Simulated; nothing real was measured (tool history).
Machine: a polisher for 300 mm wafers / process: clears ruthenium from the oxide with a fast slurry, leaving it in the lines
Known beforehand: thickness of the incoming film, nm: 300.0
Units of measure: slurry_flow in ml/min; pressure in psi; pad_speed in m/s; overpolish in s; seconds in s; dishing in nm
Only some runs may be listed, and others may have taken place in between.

run	hour	slurry_flow	pressure	pad_speed	slurry_solids	overpolish	seconds	dishing
1	0.0	165	2.6	0.98	1.00	14	91.038	33.434
2	7.5	140	2.6	0.98	1.00	14	93.326	33.581
3	11.1	140	2.6	0.98	0.95	14	95.602	32.497
4	18.8	145	2.5	0.98	0.95	13	98.098	29.553
5	23.4	150	2.4	0.98	0.95	12	101.120	26.930
6	28.6	155	2.3	0.98	0.95	11	102.680	24.562
7	35.4	160	2.2	0.98	0.95	10	107.190	21.765
8	38.9	160	2.1	0.98	0.95	10	111.110	21.612

Predict the results of run 9:
9	46.5	165	2.0	0.98	0.95	10	?	?

{"run 9": {"seconds": 113.15, "dishing": 20.453}}

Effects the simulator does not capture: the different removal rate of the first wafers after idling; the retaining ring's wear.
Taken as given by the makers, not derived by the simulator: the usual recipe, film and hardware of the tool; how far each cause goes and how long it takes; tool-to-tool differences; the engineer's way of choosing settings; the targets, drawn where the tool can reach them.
